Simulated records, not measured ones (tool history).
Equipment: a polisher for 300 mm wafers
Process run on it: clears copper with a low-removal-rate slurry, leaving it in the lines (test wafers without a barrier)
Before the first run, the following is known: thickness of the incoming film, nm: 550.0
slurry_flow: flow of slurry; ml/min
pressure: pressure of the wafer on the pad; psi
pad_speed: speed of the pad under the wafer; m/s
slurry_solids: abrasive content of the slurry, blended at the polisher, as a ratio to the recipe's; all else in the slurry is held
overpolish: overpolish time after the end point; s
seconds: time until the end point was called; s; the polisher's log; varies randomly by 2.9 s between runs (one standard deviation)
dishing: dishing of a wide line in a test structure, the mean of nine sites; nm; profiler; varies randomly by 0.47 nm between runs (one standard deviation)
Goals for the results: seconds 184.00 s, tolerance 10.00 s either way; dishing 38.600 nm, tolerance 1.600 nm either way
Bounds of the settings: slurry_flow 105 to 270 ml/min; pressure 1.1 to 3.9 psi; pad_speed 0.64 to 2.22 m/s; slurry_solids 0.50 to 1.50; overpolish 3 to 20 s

run 1 hour=0.0 | slurry_flow=175 pressure=2.5 pad_speed=1.42 slurry_solids=1.00 overpolish=10 | seconds=161.36 dishing=26.859
run 2 hour=6.5 | slurry_flow=170 pressure=2.4 pad_speed=1.42 slurry_solids=1.00 overpolish=12 | seconds=167.22 dishing=29.825
run 3 hour=8.1 | slurry_flow=170 pressure=2.4 pad_speed=1.42 slurry_solids=1.00 overpolish=16 | seconds=169.39 dishing=38.514
run 4 hour=8.7 | slurry_flow=170 pressure=2.4 pad_speed=1.42 slurry_solids=1.00 overpolish=12 | seconds=166.61 dishing=29.753
run 5 hour=15.4 | slurry_flow=170 pressure=2.3 pad_speed=1.42 slurry_solids=1.00 overpolish=13 | seconds=172.14 dishing=30.079
run 6 hour=16.2 | slurry_flow=170 pressure=2.6 pad_speed=1.42 slurry_solids=1.00 overpolish=13 | seconds=151.67 dishing=35.312
run 7 hour=17.5 | slurry_flow=150 pressure=2.2 pad_speed=1.34 slurry_solids=1.00 overpolish=17 | seconds=192.79 dishing=34.923
run 8 hour=19.4 | slurry_flow=155 pressure=2.2 pad_speed=1.34 slurry_solids=1.00 overpolish=17 | seconds=192.73 dishing=35.516
run 9 hour=20.3 | slurry_flow=160 pressure=2.2 pad_speed=1.34 slurry_solids=1.00 overpolish=17 | seconds=194.49 dishing=36.312

Exercise: of the 5 proposed moves below, exactly one satisfies all targets within the stated allowed misses. Which move is it?
run A hour=21.2 | slurry_flow=150 pressure=2.4 pad_speed=1.24 slurry_solids=1.30 overpolish=18 | seconds=? dishing=?
run B hour=21.2 | slurry_flow=185 pressure=2.5 pad_speed=1.08 slurry_solids=0.95 overpolish=20 | seconds=? dishing=?
run C hour=21.2 | slurry_flow=115 pressure=2.1 pad_speed=1.54 slurry_solids=0.90 overpolish=16 | seconds=? dishing=?
run D hour=21.2 | slurry_flow=125 pressure=2.0 pad_speed=1.50 slurry_solids=0.85 overpolish=17 | seconds=? dishing=?
run E hour=21.2 | slurry_flow=140 pressure=2.4 pad_speed=1.30 slurry_solids=1.05 overpolish=16 | seconds=? dishing=?

move=A seconds=182.53 dishing=38.764
move=B seconds=206.59 dishing=38.246
move=C seconds=193.63 dishing=32.978
move=D seconds=206.23 dishing=32.813
move=E seconds=185.20 dishing=34.551
A: every result lands within tolerance
B: corrects the largest miss of the last run, while another result sits out of spec
C: further off than the last run
D: further off than the last run
E: further off than the last run
Correct choice: A, which meets every target
